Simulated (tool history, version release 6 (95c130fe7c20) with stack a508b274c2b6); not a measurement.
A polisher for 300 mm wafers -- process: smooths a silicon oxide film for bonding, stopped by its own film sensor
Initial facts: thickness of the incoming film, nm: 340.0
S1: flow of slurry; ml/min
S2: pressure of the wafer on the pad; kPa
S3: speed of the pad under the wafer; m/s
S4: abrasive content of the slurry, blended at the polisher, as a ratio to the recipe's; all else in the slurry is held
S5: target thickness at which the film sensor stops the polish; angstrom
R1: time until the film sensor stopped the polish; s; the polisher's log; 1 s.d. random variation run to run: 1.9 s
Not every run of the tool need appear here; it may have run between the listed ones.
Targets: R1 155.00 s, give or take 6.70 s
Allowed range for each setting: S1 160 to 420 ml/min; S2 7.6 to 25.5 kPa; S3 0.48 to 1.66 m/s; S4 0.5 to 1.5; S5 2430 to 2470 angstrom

| run | hour | S1 | S2 | S3 | S4 | S5 | R1 |
|---|---|---|---|---|---|---|---|
| 1 | 0.0 | 270 | 16.5 | 1.06 | 1.0 | 2470 | 106.35 |
| 2 | 2.7 | 330 | 16.5 | 1.06 | 1.0 | 2470 | 105.87 |
| 3 | 9.0 | 330 | 15.2 | 1.06 | 1.0 | 2470 | 113.05 |
| 4 | 15.5 | 330 | 15.2 | 1.06 | 1.0 | 2430 | 117.10 |
| 5 | 16.7 | 330 | 13.8 | 1.06 | 1.0 | 2430 | 131.17 |
| 6 | 23.5 | 330 | 13.8 | 1.06 | 1.0 | 2470 | 125.73 |
|  | 30.7 | slurry nozzle cleaned |
| 7 | 30.7 | 330 | 13.1 | 1.06 | 1.0 | 2470 | 128.20 |
| 8 | 37.1 | 330 | 9.0 | 1.04 | 1.0 | 2470 | 185.42 |
| 9 | 43.3 | 330 | 9.7 | 1.04 | 1.0 | 2470 | 171.16 |

Below are 4 possible settings for the next run. Only one of them brings all results inside the allowed miss of their targets. Which is it?
| A | 49.5 | 260 | 9.0 | 1.14 | 1.1 | 2430 | ? |
| B | 49.5 | 380 | 10.3 | 1.12 | 1.0 | 2450 | ? |
| C | 49.5 | 330 | 9.7 | 0.90 | 1.1 | 2470 | ? |
| D | 49.5 | 335 | 9.7 | 1.04 | 1.0 | 2430 | ? |

| move | R1 |
|---|---|
| A | 183.08 |
| B | 158.21 |
| C | 186.57 |
| D | 182.26 |
A: moves away from the targets compared with the last run
B: every result within its allowed miss
C: moves away from the targets compared with the last run
D: moves away from the targets compared with the last run
Move B is the one to make.
